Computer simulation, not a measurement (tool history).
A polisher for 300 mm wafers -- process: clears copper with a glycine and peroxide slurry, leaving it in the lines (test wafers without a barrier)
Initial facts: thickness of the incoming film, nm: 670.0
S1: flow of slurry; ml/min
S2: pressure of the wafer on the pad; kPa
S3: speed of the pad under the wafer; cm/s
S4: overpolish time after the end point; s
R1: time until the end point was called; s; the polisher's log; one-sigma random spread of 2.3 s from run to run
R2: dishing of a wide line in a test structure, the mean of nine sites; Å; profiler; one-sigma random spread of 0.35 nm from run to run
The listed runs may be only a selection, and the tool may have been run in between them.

run  hour   S1    S2  S3  S4      R1      R2
  1   0.0  270  19.3  76  25  178.71  608.46
  2   6.1  330  19.3  76  25  174.21  623.39
  3  11.8  330  19.3  76  35  173.18  815.81
  4  14.1  350  17.2  76  29  181.79  647.16
  5  15.8  395  17.2  76  29  186.36  682.38
  6  21.3  330  17.2  76  29  185.54  652.39
  7  29.1  295  15.2  76  24  207.13  531.07
  8  35.9  265  14.5  76  20  210.22  440.88
  9  39.1  265  14.5  76  20  211.55  449.32
 10  45.4  190   9.0  90   8  266.38  160.60
 11  47.0  200   9.0  92   8  258.55  166.64
 12  52.5  205   9.0  94   8  258.50  159.10

Forecast run 13:
 13  55.7  215  9.7  94   8   ?   ?

R1: 239.62 s
R2: 166.23 Å
